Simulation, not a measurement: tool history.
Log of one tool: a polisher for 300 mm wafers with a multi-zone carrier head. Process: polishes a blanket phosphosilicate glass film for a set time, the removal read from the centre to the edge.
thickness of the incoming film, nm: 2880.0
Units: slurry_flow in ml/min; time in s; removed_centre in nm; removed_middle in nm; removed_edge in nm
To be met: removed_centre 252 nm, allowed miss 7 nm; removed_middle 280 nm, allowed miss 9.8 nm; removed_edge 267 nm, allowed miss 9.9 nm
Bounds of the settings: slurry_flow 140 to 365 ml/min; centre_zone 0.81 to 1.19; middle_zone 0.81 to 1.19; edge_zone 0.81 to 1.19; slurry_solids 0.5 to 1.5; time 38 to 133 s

run 1 hour=0 | slurry_flow=235 centre_zone=1 middle_zone=1 edge_zone=1 slurry_solids=1 time=85 | removed_centre=464.61 removed_middle=477.92 removed_edge=474.22
run 2 hour=6 | slurry_flow=235 centre_zone=1.06 middle_zone=1 edge_zone=1 slurry_solids=1 time=85 | removed_centre=494.45 removed_middle=470.07 removed_edge=476.92
run 3 hour=8.3 | slurry_flow=235 centre_zone=1.06 middle_zone=1.06 edge_zone=1 slurry_solids=1 time=85 | removed_centre=502.97 removed_middle=493.5 removed_edge=473.58
run 4 hour=9.2 | slurry_flow=230 centre_zone=1.02 middle_zone=1.03 edge_zone=0.96 slurry_solids=0.85 time=78 | removed_centre=393.39 removed_middle=405.06 removed_edge=402.37
run 5 hour=17.3 | slurry_flow=240 centre_zone=1.02 middle_zone=1.05 edge_zone=0.93 slurry_solids=0.75 time=72 | removed_centre=346.38 removed_middle=358.98 removed_edge=331.33
run 6 hour=22.7 | slurry_flow=240 centre_zone=1.02 middle_zone=1.05 edge_zone=0.93 slurry_solids=0.55 time=72 | removed_centre=275.62 removed_middle=285.67 removed_edge=271.98
run 7 hour=25.3 | slurry_flow=230 centre_zone=1 middle_zone=1.05 edge_zone=0.93 slurry_solids=0.55 time=72 | removed_centre=267.55 removed_middle=285.44 removed_edge=266.97
-- hour=26.3 worn pad replaced by a new one
run 8 hour=26.3 | slurry_flow=220 centre_zone=0.99 middle_zone=1.05 edge_zone=0.94 slurry_solids=0.55 time=72 | removed_centre=306.62 removed_middle=328.48 removed_edge=308.92

4 next moves are on the table. One of them brings every result within its allowed miss. Which?
run A hour=27.3 | slurry_flow=200 centre_zone=1.01 middle_zone=1.03 edge_zone=0.96 slurry_solids=0.7 time=79 | removed_centre=? removed_middle=? removed_edge=?
run B hour=27.3 | slurry_flow=235 centre_zone=1.12 middle_zone=0.88 edge_zone=0.86 slurry_solids=0.5 time=77 | removed_centre=? removed_middle=? removed_edge=?
run C hour=27.3 | slurry_flow=205 centre_zone=0.96 middle_zone=1.04 edge_zone=0.95 slurry_solids=0.5 time=67 | removed_centre=? removed_middle=? removed_edge=?
run D hour=27.3 | slurry_flow=220 centre_zone=1.02 middle_zone=0.94 edge_zone=0.89 slurry_solids=0.5 time=70 | removed_centre=? removed_middle=? removed_edge=?

move=A removed_centre=405.05 removed_middle=410.47 removed_edge=405.98
move=B removed_centre=347.57 removed_middle=277.72 removed_edge=301.37
move=C removed_centre=254.55 removed_middle=273.69 removed_edge=267.2
move=D removed_centre=285.25 removed_middle=264.8 removed_edge=275.24
A: further off than the last run
B: further off than the last run
C: meets every target
D: nearer than the last run, and not there yet
The right move is C.
